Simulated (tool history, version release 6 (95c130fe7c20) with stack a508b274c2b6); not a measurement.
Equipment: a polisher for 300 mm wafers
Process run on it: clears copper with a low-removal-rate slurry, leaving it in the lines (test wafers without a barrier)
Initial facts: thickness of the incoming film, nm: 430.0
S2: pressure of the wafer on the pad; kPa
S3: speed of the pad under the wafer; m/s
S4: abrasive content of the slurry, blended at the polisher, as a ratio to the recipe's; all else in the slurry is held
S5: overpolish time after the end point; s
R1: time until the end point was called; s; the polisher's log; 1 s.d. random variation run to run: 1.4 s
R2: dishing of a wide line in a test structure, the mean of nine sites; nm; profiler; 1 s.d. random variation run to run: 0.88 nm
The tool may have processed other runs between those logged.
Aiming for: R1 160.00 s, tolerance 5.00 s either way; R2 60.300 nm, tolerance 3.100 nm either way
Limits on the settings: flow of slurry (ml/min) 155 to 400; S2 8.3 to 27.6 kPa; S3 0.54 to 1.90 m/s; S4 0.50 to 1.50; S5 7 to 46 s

{"run": 1, "hour": 0.0, "flow of slurry (ml/min)": 255, "S2": 17.9, "S3": 1.22, "S4": 1.0, "S5": 24, "R1": 116.03, "R2": 53.289}
{"run": 2, "hour": 4.6, "flow of slurry (ml/min)": 255, "S2": 17.9, "S3": 1.1, "S4": 1.0, "S5": 24, "R1": 129.84, "R2": 49.348}
{"run": 3, "hour": 8.1, "flow of slurry (ml/min)": 225, "S2": 17.9, "S3": 1.1, "S4": 1.0, "S5": 24, "R1": 132.92, "R2": 48.407}
{"run": 4, "hour": 10.5, "flow of slurry (ml/min)": 220, "S2": 17.2, "S3": 1.1, "S4": 1.0, "S5": 27, "R1": 136.47, "R2": 50.599}
{"run": 5, "hour": 11.9, "flow of slurry (ml/min)": 220, "S2": 17.2, "S3": 1.1, "S4": 1.0, "S5": 22, "R1": 134.92, "R2": 42.49}
{"run": 6, "hour": 14.0, "flow of slurry (ml/min)": 220, "S2": 17.2, "S3": 1.1, "S4": 1.0, "S5": 26, "R1": 134.71, "R2": 50.117}
{"run": 7, "hour": 20.6, "flow of slurry (ml/min)": 220, "S2": 16.5, "S3": 1.1, "S4": 1.0, "S5": 28, "R1": 143.58, "R2": 51.307}
{"run": 8, "hour": 23.2, "flow of slurry (ml/min)": 220, "S2": 16.5, "S3": 1.1, "S4": 1.0, "S5": 29, "R1": 140.24, "R2": 51.961}
{"run": 9, "hour": 29.4, "flow of slurry (ml/min)": 220, "S2": 15.9, "S3": 1.1, "S4": 1.0, "S5": 31, "R1": 144.77, "R2": 53.388}
{"run": 10, "hour": 30.3, "flow of slurry (ml/min)": 215, "S2": 15.9, "S3": 1.1, "S4": 1.0, "S5": 33, "R1": 148.46, "R2": 56.782}
{"run": 11, "hour": 35.4, "flow of slurry (ml/min)": 210, "S2": 15.9, "S3": 1.1, "S4": 1.0, "S5": 34, "R1": 147.4, "R2": 56.998}
{"run": 12, "hour": 44.0, "flow of slurry (ml/min)": 205, "S2": 15.9, "S3": 1.1, "S4": 1.0, "S5": 35, "R1": 148.69, "R2": 57.796}
{"run": 13, "hour": 46.1, "flow of slurry (ml/min)": 200, "S2": 15.9, "S3": 1.1, "S4": 1.0, "S5": 36, "R1": 151.94, "R2": 56.909}
{"run": 14, "hour": 54.2, "flow of slurry (ml/min)": 200, "S2": 15.9, "S3": 1.1, "S4": 1.0, "S5": 37, "R1": 148.59, "R2": 60.352}
{"run": 15, "hour": 59.4, "flow of slurry (ml/min)": 195, "S2": 15.9, "S3": 1.1, "S4": 1.0, "S5": 38, "R1": 152.42, "R2": 59.4}

Consider the 5 candidate settings below. Which is the only one whose results all fall within their allowed miss of target?
{"run": "A", "hour": 64.6, "flow of slurry (ml/min)": 195, "S2": 17.2, "S3": 0.9, "S4": 1.4, "S5": 44, "R1": "?", "R2": "?"}
{"run": "B", "hour": 64.6, "flow of slurry (ml/min)": 240, "S2": 17.2, "S3": 1.06, "S4": 0.95, "S5": 36, "R1": "?", "R2": "?"}
{"run": "C", "hour": 64.6, "flow of slurry (ml/min)": 230, "S2": 14.5, "S3": 1.36, "S4": 0.75, "S5": 34, "R1": "?", "R2": "?"}
{"run": "D", "hour": 64.6, "flow of slurry (ml/min)": 160, "S2": 16.5, "S3": 1.0, "S4": 1.1, "S5": 40, "R1": "?", "R2": "?"}
{"run": "E", "hour": 64.6, "flow of slurry (ml/min)": 170, "S2": 18.6, "S3": 1.06, "S4": 0.8, "S5": 35, "R1": "?", "R2": "?"}

move=A R1=153.28 R2=65.079
move=B R1=139.44 R2=60.923
move=C R1=137.68 R2=58.308
move=D R1=157.63 R2=60.044
move=E R1=141.42 R2=59.651
A: just as far off the targets as the last run
B: moves away from the targets compared with the last run
C: moves away from the targets compared with the last run
D: every result lands within tolerance
E: moves away from the targets compared with the last run
So the answer is move D, the one that meets all the targets.
